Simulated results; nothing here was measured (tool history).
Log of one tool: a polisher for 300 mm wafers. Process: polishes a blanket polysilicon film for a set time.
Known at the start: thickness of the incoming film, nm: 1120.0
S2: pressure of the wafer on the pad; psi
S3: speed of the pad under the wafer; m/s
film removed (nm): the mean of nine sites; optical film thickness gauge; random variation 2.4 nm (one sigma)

Run 1, hour 0: flow of slurry (ml/min) 215, S2 2.2 psi, S3 0.78 m/s, polishing time (s) 44. Result: film removed (nm) 226.18.
Run 2, hour 1.1: flow of slurry (ml/min) 220, S2 2.3 psi, S3 0.78 m/s, polishing time (s) 44. Result: film removed (nm) 239.11.
Run 3, hour 6.9: flow of slurry (ml/min) 200, S2 2.3 psi, S3 0.78 m/s, polishing time (s) 44. Result: film removed (nm) 234.26.
Run 4, hour 12.9: flow of slurry (ml/min) 200, S2 2.3 psi, S3 0.78 m/s, polishing time (s) 40. Result: film removed (nm) 211.97.
Run 5, hour 19.1: flow of slurry (ml/min) 220, S2 2.3 psi, S3 0.78 m/s, polishing time (s) 40. Result: film removed (nm) 213.75.
Run 6, hour 23: flow of slurry (ml/min) 220, S2 2.3 psi, S3 0.7 m/s, polishing time (s) 40. Result: film removed (nm) 192.05.

The next listed run, before its measurement:
Run 7, hour 29.7: flow of slurry (ml/min) 220, S2 2.4 psi, S3 0.7 m/s, polishing time (s) 40. Result: film removed (nm) ?.

{"run 7": {"film removed (nm)": 201.6}}
